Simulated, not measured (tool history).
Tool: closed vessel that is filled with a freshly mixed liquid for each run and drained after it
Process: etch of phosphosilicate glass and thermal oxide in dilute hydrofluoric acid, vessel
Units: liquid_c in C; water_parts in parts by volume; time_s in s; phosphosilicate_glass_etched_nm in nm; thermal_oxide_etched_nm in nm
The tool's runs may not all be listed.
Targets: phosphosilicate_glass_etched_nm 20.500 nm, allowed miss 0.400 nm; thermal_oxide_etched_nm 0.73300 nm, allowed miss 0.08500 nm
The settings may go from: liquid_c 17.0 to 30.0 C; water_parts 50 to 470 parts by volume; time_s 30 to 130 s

run  hour  liquid_c  water_parts  time_s  phosphosilicate_glass_etched_nm  thermal_oxide_etched_nm
  1   0.0      22.0          260      65                           25.374                  0.93764
  2   7.8      23.5          260      65                           26.935                  0.98757
  3  13.9      25.0          260      65                           28.151                  0.97873
  4  19.0      25.0          230      65                           33.263                  1.15820
  5  23.5      24.5          235      65                           31.844                  1.12450
  6  31.7      21.5          235      65                           28.753                  0.93260
  7  35.4      21.0          240      65                           27.409                  0.99537
  8  39.3      20.5          245      65                           25.894                  0.91125
  9  41.6      20.0          245      65                           25.523                  0.89426
 10  48.5      19.5          250      65                           24.390                  0.87530
 11  49.4      19.0          250      65                           24.057                  0.82058
 12  51.5      19.0          255      65                           23.444                  0.80221
     57.5  -- hydrofluoric acid flow meter replaced
 13  57.5      18.0          265      65                           23.253                  0.87877

4 next moves are on the table. One of them brings every result within its allowed miss. Which?
  A  63.5      19.0          265      60                                ?                        ?
  B  63.5      17.0          255      60                                ?                        ?
  C  63.5      18.0          295      70                                ?                        ?
  D  63.5      20.5          295      60                                ?                        ?

move  phosphosilicate_glass_etched_nm  thermal_oxide_etched_nm
   A                           22.150                  0.81199
   B                           21.515                  0.78871
   C                           21.776                  0.79828
   D                           20.471                  0.75045
A: nearer than the last run, and not there yet
B: nearer than the last run, and not there yet
C: nearer than the last run, and not there yet
D: meets every target
The right move is D.
